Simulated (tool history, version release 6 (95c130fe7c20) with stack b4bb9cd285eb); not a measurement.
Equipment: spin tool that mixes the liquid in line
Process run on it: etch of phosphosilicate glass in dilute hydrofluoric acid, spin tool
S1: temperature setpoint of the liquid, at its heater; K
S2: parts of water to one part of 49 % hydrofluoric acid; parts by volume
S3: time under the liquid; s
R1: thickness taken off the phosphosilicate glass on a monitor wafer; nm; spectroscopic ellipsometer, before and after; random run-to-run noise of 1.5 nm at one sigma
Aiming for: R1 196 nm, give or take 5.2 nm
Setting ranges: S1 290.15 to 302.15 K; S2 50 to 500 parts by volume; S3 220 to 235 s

run	hour	S1	S2	S3	R1
1	0	294.15	275	220	84.494
2	6.2	294.15	215	220	115.29
3	8.7	291.15	215	220	101.68
4	17.6	293.65	205	220	121.17
5	22.3	295.65	200	220	133.92
6	30	297.15	195	220	144.87
7	36.6	298.15	190	220	155.37
8	37.4	299.15	185	220	167.99
# hour 45.8: thermometer replaced
9	45.8	299.65	185	220	153.82
10	51.2	300.15	175	220	169.65
11	56.1	300.65	170	220	180.27

4 candidate next runs follow, results not yet known. Just one meets every target within its allowed miss. Identify it.
A	61	298.15	160	235	?
B	61	301.15	170	220	?
C	61	300.15	165	235	?
D	61	301.15	175	230	?

move	R1
A	188.74
B	183.55
C	195.97
D	185.28
A: better than the last run, though not everything is in spec
B: better than the last run, though not everything is in spec
C: each result inside its tolerance
D: better than the last run, though not everything is in spec
Correct choice: C, which meets every target

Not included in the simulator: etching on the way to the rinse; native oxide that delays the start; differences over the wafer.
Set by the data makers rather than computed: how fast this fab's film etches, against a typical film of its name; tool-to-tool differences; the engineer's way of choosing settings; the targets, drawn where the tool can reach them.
